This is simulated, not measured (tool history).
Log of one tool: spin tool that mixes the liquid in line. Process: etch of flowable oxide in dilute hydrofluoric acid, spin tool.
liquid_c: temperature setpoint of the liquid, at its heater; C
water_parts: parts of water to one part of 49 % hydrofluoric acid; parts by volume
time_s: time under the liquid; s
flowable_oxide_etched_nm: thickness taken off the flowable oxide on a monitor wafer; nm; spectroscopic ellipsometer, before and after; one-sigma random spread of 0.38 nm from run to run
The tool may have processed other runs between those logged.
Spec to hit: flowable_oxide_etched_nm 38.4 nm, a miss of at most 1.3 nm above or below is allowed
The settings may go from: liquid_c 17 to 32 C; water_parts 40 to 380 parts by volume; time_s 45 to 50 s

Run 1, hour 0: liquid_c 24 C, water_parts 210 parts by volume, time_s 45 s. Result: flowable_oxide_etched_nm 9.5579 nm.
Run 2, hour 3.4: liquid_c 26.5 C, water_parts 155 parts by volume, time_s 45 s. Result: flowable_oxide_etched_nm 15.212 nm.
Run 3, hour 9.1: liquid_c 26.5 C, water_parts 125 parts by volume, time_s 45 s. Result: flowable_oxide_etched_nm 19.537 nm.
Run 4, hour 12.1: liquid_c 26.5 C, water_parts 125 parts by volume, time_s 45 s. Result: flowable_oxide_etched_nm 19.679 nm.
Run 5, hour 16.7: liquid_c 28 C, water_parts 105 parts by volume, time_s 45 s. Result: flowable_oxide_etched_nm 25.574 nm.
Run 6, hour 22.9: liquid_c 29.5 C, water_parts 100 parts by volume, time_s 45 s. Result: flowable_oxide_etched_nm 28.936 nm.
Run 7, hour 28.8: liquid_c 30.5 C, water_parts 95 parts by volume, time_s 45 s. Result: flowable_oxide_etched_nm 31.631 nm.
At hour 30.7: hydrofluoric acid flow meter replaced.
Run 8, hour 30.7: liquid_c 32 C, water_parts 70 parts by volume, time_s 45 s. Result: flowable_oxide_etched_nm 49.316 nm.
Run 9, hour 34.9: liquid_c 31 C, water_parts 70 parts by volume, time_s 45 s. Result: flowable_oxide_etched_nm 48.27 nm.
Run 10, hour 43: liquid_c 30 C, water_parts 70 parts by volume, time_s 45 s. Result: flowable_oxide_etched_nm 46.411 nm.
Run 11, hour 49.5: liquid_c 28.5 C, water_parts 70 parts by volume, time_s 45 s. Result: flowable_oxide_etched_nm 43.411 nm.
Run 12, hour 56.7: liquid_c 27.5 C, water_parts 70 parts by volume, time_s 45 s. Result: flowable_oxide_etched_nm 41.882 nm.
Run 13, hour 61: liquid_c 25 C, water_parts 75 parts by volume, time_s 45 s. Result: flowable_oxide_etched_nm 35.329 nm.
Run 14, hour 68: liquid_c 25.5 C, water_parts 75 parts by volume, time_s 45 s. Result: flowable_oxide_etched_nm 35.82 nm.
Run 15, hour 72.3: liquid_c 26 C, water_parts 75 parts by volume, time_s 45 s. Result: flowable_oxide_etched_nm 37.461 nm.

Below are 4 possible settings for the next run. Only one of them brings all results inside the allowed miss of their targets. Which is it?
Run A, hour 76.6: liquid_c 24.5 C, water_parts 85 parts by volume, time_s 50 s. Result: flowable_oxide_etched_nm ?.
Run B, hour 76.6: liquid_c 26.5 C, water_parts 80 parts by volume, time_s 45 s. Result: flowable_oxide_etched_nm ?.
Run C, hour 76.6: liquid_c 27.5 C, water_parts 75 parts by volume, time_s 45 s. Result: flowable_oxide_etched_nm ?.
Run D, hour 76.6: liquid_c 26 C, water_parts 90 parts by volume, time_s 50 s. Result: flowable_oxide_etched_nm ?.

move  flowable_oxide_etched_nm
   A                    33.624
   B                    35.033
   C                    39.131
   D                     33.48
A: lands further from the targets than the last run did
B: lands further from the targets than the last run did
C: every result within its allowed miss
D: lands further from the targets than the last run did
C is the move that brings every result within its allowed miss.
